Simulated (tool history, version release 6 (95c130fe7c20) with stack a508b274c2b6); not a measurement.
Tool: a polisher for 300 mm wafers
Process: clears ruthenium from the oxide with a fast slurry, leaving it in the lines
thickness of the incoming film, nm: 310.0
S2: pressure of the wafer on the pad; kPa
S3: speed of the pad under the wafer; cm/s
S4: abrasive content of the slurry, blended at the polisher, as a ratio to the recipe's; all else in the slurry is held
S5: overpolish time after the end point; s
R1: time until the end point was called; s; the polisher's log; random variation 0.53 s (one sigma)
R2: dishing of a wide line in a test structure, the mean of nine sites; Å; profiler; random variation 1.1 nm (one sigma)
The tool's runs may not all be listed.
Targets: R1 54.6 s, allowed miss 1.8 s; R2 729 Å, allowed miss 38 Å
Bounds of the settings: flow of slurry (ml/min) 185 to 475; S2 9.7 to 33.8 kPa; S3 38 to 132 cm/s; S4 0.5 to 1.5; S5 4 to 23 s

{"run": 1, "hour": 0.0, "flow of slurry (ml/min)": 305, "S2": 21.4, "S3": 84, "S4": 1, "S5": 12, "R1": 76.898, "R2": 376.35}
{"run": 2, "hour": 2.6, "flow of slurry (ml/min)": 305, "S2": 21.4, "S3": 84, "S4": 1, "S5": 8, "R1": 77.94, "R2": 257.81}
{"run": 3, "hour": 8.8, "flow of slurry (ml/min)": 360, "S2": 21.4, "S3": 84, "S4": 1, "S5": 8, "R1": 75.528, "R2": 268.07}
{"run": 4, "hour": 9.6, "flow of slurry (ml/min)": 345, "S2": 23.4, "S3": 84, "S4": 1, "S5": 11, "R1": 69.262, "R2": 370.16}
{"hour": 16.6, "done": "slurry nozzle cleaned"}
{"run": 5, "hour": 16.6, "flow of slurry (ml/min)": 335, "S2": 24.8, "S3": 84, "S4": 1, "S5": 13, "R1": 62.282, "R2": 477.55}
{"run": 6, "hour": 21.5, "flow of slurry (ml/min)": 335, "S2": 24.8, "S3": 84, "S4": 1, "S5": 17, "R1": 63.618, "R2": 597.62}
{"run": 7, "hour": 23.0, "flow of slurry (ml/min)": 335, "S2": 25.5, "S3": 84, "S4": 1, "S5": 17, "R1": 60.719, "R2": 610.78}
{"run": 8, "hour": 25.4, "flow of slurry (ml/min)": 335, "S2": 25.5, "S3": 84, "S4": 1, "S5": 17, "R1": 60.977, "R2": 599.21}
{"run": 9, "hour": 26.6, "flow of slurry (ml/min)": 335, "S2": 26.2, "S3": 84, "S4": 1, "S5": 18, "R1": 59.139, "R2": 650.28}
{"run": 10, "hour": 34.8, "flow of slurry (ml/min)": 335, "S2": 26.9, "S3": 84, "S4": 1, "S5": 18, "R1": 58.286, "R2": 659.07}
{"run": 11, "hour": 39.4, "flow of slurry (ml/min)": 345, "S2": 26.9, "S3": 84, "S4": 1, "S5": 18, "R1": 57.463, "R2": 662.01}
{"run": 12, "hour": 47.8, "flow of slurry (ml/min)": 345, "S2": 26.9, "S3": 84, "S4": 1, "S5": 18, "R1": 58.303, "R2": 657.68}

Which of these 5 next moves meets every target?
{"run": "A", "hour": 56.2, "flow of slurry (ml/min)": 280, "S2": 23.4, "S3": 92, "S4": 1.05, "S5": 20, "R1": "?", "R2": "?"}
{"run": "B", "hour": 56.2, "flow of slurry (ml/min)": 365, "S2": 26.2, "S3": 70, "S4": 1.45, "S5": 22, "R1": "?", "R2": "?"}
{"run": "C", "hour": 56.2, "flow of slurry (ml/min)": 335, "S2": 25.5, "S3": 82, "S4": 0.95, "S5": 17, "R1": "?", "R2": "?"}
{"run": "D", "hour": 56.2, "flow of slurry (ml/min)": 340, "S2": 29, "S3": 64, "S4": 1.3, "S5": 16, "R1": "?", "R2": "?"}
{"run": "E", "hour": 56.2, "flow of slurry (ml/min)": 385, "S2": 31.7, "S3": 86, "S4": 0.8, "S5": 19, "R1": "?", "R2": "?"}

move=A R1=60.612 R2=709.84
move=B R1=60.285 R2=766.55
move=C R1=65.004 R2=589.86
move=D R1=62.995 R2=575.9
move=E R1=55.481 R2=730.45
A: further off than the last run
B: further off than the last run
C: further off than the last run
D: further off than the last run
E: meets every target
The right move is E.
